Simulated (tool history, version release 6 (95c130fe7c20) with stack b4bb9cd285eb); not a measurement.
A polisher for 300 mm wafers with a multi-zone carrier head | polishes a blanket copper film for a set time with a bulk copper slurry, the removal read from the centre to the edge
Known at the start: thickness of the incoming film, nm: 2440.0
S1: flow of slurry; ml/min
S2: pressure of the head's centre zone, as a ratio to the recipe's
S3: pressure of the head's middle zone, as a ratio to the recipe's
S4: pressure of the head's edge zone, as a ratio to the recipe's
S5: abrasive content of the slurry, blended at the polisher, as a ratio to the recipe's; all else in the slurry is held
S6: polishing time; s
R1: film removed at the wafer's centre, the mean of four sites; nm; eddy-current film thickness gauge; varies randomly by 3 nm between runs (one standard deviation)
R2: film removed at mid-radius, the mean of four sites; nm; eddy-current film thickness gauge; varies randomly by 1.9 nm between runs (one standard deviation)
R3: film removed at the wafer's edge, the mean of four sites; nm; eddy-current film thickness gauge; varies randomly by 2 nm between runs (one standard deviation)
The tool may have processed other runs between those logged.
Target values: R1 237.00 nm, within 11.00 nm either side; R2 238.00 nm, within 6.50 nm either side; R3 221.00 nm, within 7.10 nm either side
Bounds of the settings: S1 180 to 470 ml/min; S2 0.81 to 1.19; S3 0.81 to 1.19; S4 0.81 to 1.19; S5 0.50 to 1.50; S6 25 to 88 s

{"run": 1, "hour": 0.0, "S1": 300, "S2": 1.0, "S3": 1.0, "S4": 1.0, "S5": 1.0, "S6": 56, "R1": 270.7, "R2": 273.96, "R3": 271.28}
{"run": 2, "hour": 4.7, "S1": 300, "S2": 1.0, "S3": 1.0, "S4": 0.96, "S5": 0.9, "S6": 55, "R1": 254.57, "R2": 261.43, "R3": 255.36}
{"run": 3, "hour": 12.8, "S1": 300, "S2": 1.01, "S3": 1.0, "S4": 0.92, "S5": 0.85, "S6": 55, "R1": 258.3, "R2": 257.5, "R3": 246.92}
{"run": 4, "hour": 15.8, "S1": 300, "S2": 1.01, "S3": 0.95, "S4": 0.92, "S5": 0.85, "S6": 55, "R1": 257.92, "R2": 247.09, "R3": 251.09}
{"run": 5, "hour": 23.5, "S1": 295, "S2": 1.01, "S3": 0.96, "S4": 0.89, "S5": 0.8, "S6": 55, "R1": 257.84, "R2": 247.85, "R3": 244.07}
{"run": 6, "hour": 25.6, "S1": 295, "S2": 1.01, "S3": 0.91, "S4": 0.89, "S5": 0.8, "S6": 55, "R1": 251.66, "R2": 238.23, "R3": 246.55}
{"run": 7, "hour": 28.1, "S1": 290, "S2": 1.0, "S3": 0.93, "S4": 0.87, "S5": 0.75, "S6": 55, "R1": 247.55, "R2": 237.02, "R3": 240.28}
{"run": 8, "hour": 32.0, "S1": 285, "S2": 1.0, "S3": 0.95, "S4": 0.85, "S5": 0.7, "S6": 55, "R1": 242.69, "R2": 235.47, "R3": 230.45}
{"run": 9, "hour": 33.8, "S1": 280, "S2": 1.0, "S3": 0.96, "S4": 0.84, "S5": 0.7, "S6": 55, "R1": 241.07, "R2": 239.09, "R3": 234.25}
{"run": 10, "hour": 36.3, "S1": 280, "S2": 1.0, "S3": 0.96, "S4": 0.84, "S5": 0.7, "S6": 55, "R1": 241.09, "R2": 237.58, "R3": 229.98}
{"run": 11, "hour": 39.6, "S1": 280, "S2": 1.0, "S3": 0.97, "S4": 0.83, "S5": 0.7, "S6": 55, "R1": 247.49, "R2": 241.26, "R3": 231.31}

5 next moves are on the table. One of them brings every result within its allowed miss. Which?
{"run": "A", "hour": 42.9, "S1": 300, "S2": 1.13, "S3": 0.89, "S4": 0.95, "S5": 0.65, "S6": 55, "R1": "?", "R2": "?", "R3": "?"}
{"run": "B", "hour": 42.9, "S1": 280, "S2": 1.05, "S3": 0.92, "S4": 0.81, "S5": 0.75, "S6": 56, "R1": "?", "R2": "?", "R3": "?"}
{"run": "C", "hour": 42.9, "S1": 320, "S2": 1.0, "S3": 0.99, "S4": 0.81, "S5": 0.5, "S6": 56, "R1": "?", "R2": "?", "R3": "?"}
{"run": "D", "hour": 42.9, "S1": 340, "S2": 0.96, "S3": 0.96, "S4": 0.84, "S5": 0.8, "S6": 53, "R1": "?", "R2": "?", "R3": "?"}
{"run": "E", "hour": 42.9, "S1": 290, "S2": 1.05, "S3": 1.03, "S4": 0.81, "S5": 0.75, "S6": 54, "R1": "?", "R2": "?", "R3": "?"}

move=A R1=276.18 R2=224.45 R3=237.97
move=B R1=267.71 R2=241.02 R3=236.78
move=C R1=236.99 R2=238.02 R3=219.16
move=D R1=238.13 R2=242.85 R3=231.77
move=E R1=259.05 R2=256.18 R3=228.40
A: its largest miss is bigger than the last run's
B: its largest miss is bigger than the last run's
C: all results land within tolerance of their targets
D: roughly where the last run was
E: its largest miss is bigger than the last run's
Correct choice: C, which meets every target
